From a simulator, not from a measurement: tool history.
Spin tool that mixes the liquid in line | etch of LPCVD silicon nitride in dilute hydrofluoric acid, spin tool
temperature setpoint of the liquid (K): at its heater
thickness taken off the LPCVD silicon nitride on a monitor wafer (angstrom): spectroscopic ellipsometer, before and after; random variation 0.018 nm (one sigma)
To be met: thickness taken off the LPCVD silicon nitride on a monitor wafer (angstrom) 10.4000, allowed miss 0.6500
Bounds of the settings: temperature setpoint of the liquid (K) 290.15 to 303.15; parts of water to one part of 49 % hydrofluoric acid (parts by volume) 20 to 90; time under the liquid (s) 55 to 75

| run | hour | temperature setpoint of the liquid (K) | parts of water to one part of 49 % hydrofluoric acid (parts by volume) | time under the liquid (s) | thickness taken off the LPCVD silicon nitride on a monitor wafer (angstrom) |
|---|---|---|---|---|---|
| 1 | 0.0 | 295.15 | 50 | 75 | 5.8407 |
| 2 | 8.9 | 295.15 | 50 | 55 | 4.1372 |
| 3 | 12.7 | 295.15 | 50 | 75 | 5.9062 |
| 4 | 18.6 | 296.15 | 50 | 75 | 6.1010 |
| 5 | 21.6 | 296.15 | 50 | 75 | 6.1260 |
| 6 | 30.0 | 296.15 | 50 | 55 | 4.5474 |
| 7 | 32.0 | 296.65 | 45 | 55 | 5.1637 |
| 8 | 36.7 | 297.15 | 40 | 55 | 6.1563 |
| 9 | 38.3 | 297.65 | 40 | 55 | 5.9369 |
| 10 | 42.2 | 298.15 | 35 | 55 | 7.3254 |
| 11 | 48.2 | 298.65 | 35 | 55 | 7.4410 |
|  | 50.0 | thermometer replaced |
| 12 | 50.0 | 299.15 | 35 | 55 | 8.5361 |
| 13 | 53.8 | 300.15 | 35 | 55 | 9.2017 |
| 14 | 61.7 | 300.65 | 35 | 55 | 9.6391 |
| 15 | 70.5 | 300.65 | 35 | 55 | 9.5392 |

5 next moves are on the table. One of them brings every result within its allowed miss. Which?
| A | 79.3 | 299.65 | 35 | 55 | ? |
| B | 79.3 | 299.15 | 40 | 65 | ? |
| C | 79.3 | 300.65 | 35 | 60 | ? |
| D | 79.3 | 301.65 | 50 | 70 | ? |
| E | 79.3 | 300.65 | 50 | 75 | ? |

| move | thickness taken off the LPCVD silicon nitride on a monitor wafer (angstrom) |
|---|---|
| A | 9.1333 |
| B | 9.1644 |
| C | 10.6490 |
| D | 9.3502 |
| E | 9.3833 |
A: further off than the last run
B: further off than the last run
C: meets every target
D: further off than the last run
E: further off than the last run
The right move is C.

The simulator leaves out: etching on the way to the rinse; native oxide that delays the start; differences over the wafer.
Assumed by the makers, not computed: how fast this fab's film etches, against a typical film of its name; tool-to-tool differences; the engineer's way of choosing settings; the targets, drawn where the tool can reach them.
